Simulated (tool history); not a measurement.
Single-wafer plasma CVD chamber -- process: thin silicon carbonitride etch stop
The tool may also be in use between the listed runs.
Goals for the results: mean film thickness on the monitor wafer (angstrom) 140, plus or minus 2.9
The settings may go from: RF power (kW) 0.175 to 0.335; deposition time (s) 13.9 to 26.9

run,hour,RF power (kW),deposition time (s),mean film thickness on the monitor wafer (angstrom)
1,0,0.255,20.4,124.75
2,8.2,0.29,20.4,127.39
3,13.6,0.275,20.4,126.1
4,20.7,0.275,17.7,110.85
5,27.9,0.24,17.7,106.19
6,35.9,0.24,19.7,117.07
7,41.4,0.26,20.5,124.84
8,45.2,0.275,21,128.74
9,52.3,0.285,21.5,134.51
10,54.9,0.29,21.6,134.46

Consider the 5 candidate settings below. Which is the only one whose results all fall within their allowed miss of target?
A,57.5,0.29,20.4,?
B,57.5,0.28,20.9,?
C,57.5,0.305,20.7,?
D,57.5,0.285,22.4,?
E,57.5,0.275,23.8,?

move,mean film thickness on the monitor wafer (angstrom)
A,128.44
B,130.36
C,132.11
D,140.38
E,147.73
A: misses by more than the last run did
B: misses by more than the last run did
C: misses by more than the last run did
D: hits every target within its allowed miss
E: pushes the last run's worst result past its target
Answer: D
